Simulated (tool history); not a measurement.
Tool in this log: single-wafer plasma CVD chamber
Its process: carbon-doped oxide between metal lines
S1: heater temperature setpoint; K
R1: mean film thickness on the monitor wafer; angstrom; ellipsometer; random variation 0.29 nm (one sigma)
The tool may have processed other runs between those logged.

Run 1, hour 0: S1 623.15 K, chamber pressure (Torr) 5.03, RF power (W) 530, deposition time (s) 14.5. Result: R1 784.03 angstrom.
Run 2, hour 2.5: S1 622.15 K, chamber pressure (Torr) 5.15, RF power (W) 535, deposition time (s) 14.5. Result: R1 797.88 angstrom.
Run 3, hour 5.6: S1 620.15 K, chamber pressure (Torr) 5.23, RF power (W) 535, deposition time (s) 14.5. Result: R1 805.45 angstrom.
Run 4, hour 11.3: S1 619.15 K, chamber pressure (Torr) 5.29, RF power (W) 535, deposition time (s) 14.5. Result: R1 807.39 angstrom.
Run 5, hour 11.9: S1 625.15 K, chamber pressure (Torr) 5.29, RF power (W) 535, deposition time (s) 14.5. Result: R1 794.28 angstrom.
Run 6, hour 15.8: S1 625.15 K, chamber pressure (Torr) 4.7, RF power (W) 535, deposition time (s) 14.5. Result: R1 780.12 angstrom.
Run 7, hour 20.6: S1 623.15 K, chamber pressure (Torr) 4.83, RF power (W) 540, deposition time (s) 14.5. Result: R1 792.73 angstrom.
Run 8, hour 26.3: S1 622.15 K, chamber pressure (Torr) 4.93, RF power (W) 540, deposition time (s) 14.5. Result: R1 791.99 angstrom.
Run 9, hour 26.9: S1 621.15 K, chamber pressure (Torr) 5.06, RF power (W) 540, deposition time (s) 14.5. Result: R1 800.5 angstrom.
Run 10, hour 32.6: S1 620.15 K, chamber pressure (Torr) 5.17, RF power (W) 540, deposition time (s) 14.5. Result: R1 804.33 angstrom.
Run 11, hour 34: S1 619.15 K, chamber pressure (Torr) 5.28, RF power (W) 540, deposition time (s) 14.5. Result: R1 807.27 angstrom.
Run 12, hour 42.3: S1 618.15 K, chamber pressure (Torr) 5.39, RF power (W) 545, deposition time (s) 14.5. Result: R1 817 angstrom.
Run 13, hour 46.4: S1 617.15 K, chamber pressure (Torr) 5.47, RF power (W) 545, deposition time (s) 14.5. Result: R1 824.1 angstrom.
Run 14, hour 47.7: S1 616.15 K, chamber pressure (Torr) 5.53, RF power (W) 545, deposition time (s) 14.5. Result: R1 826.03 angstrom.
Run 15, hour 54: S1 615.15 K, chamber pressure (Torr) 5.59, RF power (W) 545, deposition time (s) 14.5. Result: R1 827.83 angstrom.
Run 16, hour 59: S1 614.15 K, chamber pressure (Torr) 5.65, RF power (W) 545, deposition time (s) 14.5. Result: R1 827.14 angstrom.
Run 17, hour 60.9: S1 614.15 K, chamber pressure (Torr) 5.72, RF power (W) 545, deposition time (s) 14.5. Result: R1 835.48 angstrom.
Run 18, hour 64.3: S1 614.15 K, chamber pressure (Torr) 5.72, RF power (W) 545, deposition time (s) 14.5. Result: R1 836.68 angstrom.
Run 19, hour 69.7: S1 614.15 K, chamber pressure (Torr) 5.76, RF power (W) 545, deposition time (s) 14.5. Result: R1 830.86 angstrom.

Run 20 has not been measured yet. What should we expect?
Run 20, hour 72.1: S1 614.15 K, chamber pressure (Torr) 5.76, RF power (W) 545, deposition time (s) 14.5. Result: R1 ?.

Run 20 gave R1 836.28 angstrom.

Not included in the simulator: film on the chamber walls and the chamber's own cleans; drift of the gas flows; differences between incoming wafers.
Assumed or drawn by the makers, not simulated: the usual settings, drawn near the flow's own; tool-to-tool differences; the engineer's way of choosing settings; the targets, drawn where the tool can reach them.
